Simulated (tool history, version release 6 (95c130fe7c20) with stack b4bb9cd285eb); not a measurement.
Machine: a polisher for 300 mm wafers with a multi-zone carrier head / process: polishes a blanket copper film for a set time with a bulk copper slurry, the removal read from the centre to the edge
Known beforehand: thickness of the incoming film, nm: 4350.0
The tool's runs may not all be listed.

run	hour	flow of slurry (ml/min)	pressure of the head's centre zone	pressure of the head's middle zone	pressure of the head's edge zone	abrasive content of the slurry	polishing time (s)	film removed at the wafer's centre (Å)	film removed at mid-radius (Å)	film removed at the wafer's edge (Å)
1	0.0	280	1.00	1.00	1.00	1.00	50	3988.1	3869.8	4036.2
2	1.3	285	1.01	1.04	1.02	1.15	51	4283.3	4246.8	4428.2
3	6.3	315	1.01	1.04	1.02	1.15	51	4380.5	4245.1	4419.5
4	10.1	315	1.01	1.04	1.02	1.15	38	3255.6	3147.1	3331.4
5	15.0	315	1.06	1.04	1.02	1.15	38	3331.0	3185.0	3229.0
6	16.7	315	1.06	1.04	1.09	1.15	38	3459.0	3173.1	3380.7
7	18.5	315	1.06	1.07	1.08	1.20	42	3818.0	3654.1	3723.8
8	22.0	315	1.06	1.09	1.09	1.25	45	4186.7	3979.1	4020.1
9	26.5	310	1.05	1.11	1.08	1.30	47	4334.8	4282.9	4337.7
10	31.8	310	1.06	1.13	1.07	1.35	49	4700.4	4598.7	4583.8

Expected results for the next run?
11	34.2	310	1.05	1.15	1.05	1.35	50	?	?	?

{"run 11": {"film removed at the wafer's centre (Å)": 4663.1, "film removed at mid-radius (Å)": 4632.0, "film removed at the wafer's edge (Å)": 4587.5}}

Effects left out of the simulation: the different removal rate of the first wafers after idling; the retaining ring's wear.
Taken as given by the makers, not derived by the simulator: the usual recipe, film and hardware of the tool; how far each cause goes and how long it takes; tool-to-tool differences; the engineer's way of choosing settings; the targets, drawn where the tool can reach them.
